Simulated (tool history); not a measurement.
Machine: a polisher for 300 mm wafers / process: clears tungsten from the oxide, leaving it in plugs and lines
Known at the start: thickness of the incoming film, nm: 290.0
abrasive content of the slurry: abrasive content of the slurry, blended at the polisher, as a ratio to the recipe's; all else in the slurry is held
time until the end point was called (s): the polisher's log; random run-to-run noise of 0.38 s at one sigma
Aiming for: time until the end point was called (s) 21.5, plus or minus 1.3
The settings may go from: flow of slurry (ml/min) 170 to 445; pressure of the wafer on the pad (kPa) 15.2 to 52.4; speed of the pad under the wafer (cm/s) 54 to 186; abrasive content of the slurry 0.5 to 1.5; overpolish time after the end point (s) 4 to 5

run,hour,flow of slurry (ml/min),pressure of the wafer on the pad (kPa),speed of the pad under the wafer (cm/s),abrasive content of the slurry,overpolish time after the end point (s),time until the end point was called (s)
1,0,285,33.8,118,1,5,33.706
2,8.7,285,33.8,118,0.8,5,37.517
3,15.1,285,35.9,120,0.8,5,34.66
4,23,285,35.9,120,0.8,5,33.79
5,30.5,285,42.7,120,0.8,5,29.499
6,34.1,285,44.1,122,0.8,5,27.897
7,38.5,285,44.8,124,0.8,5,26.191
8,45.9,285,45.5,124,0.8,5,25.826

Which of these 4 next moves meets every target?
A,53.3,300,52.4,120,0.95,5,?
B,53.3,325,43.4,142,0.75,5,?
C,53.3,320,41.4,106,0.85,5,?
D,53.3,255,40,116,0.85,5,?

move,time until the end point was called (s)
A,22.364
B,24.781
C,32.916
D,31.915
A: meets every target
B: closes in on the targets versus the last run, not all within tolerance yet
C: moves away from the targets compared with the last run
D: moves away from the targets compared with the last run
Move A is the one to make.
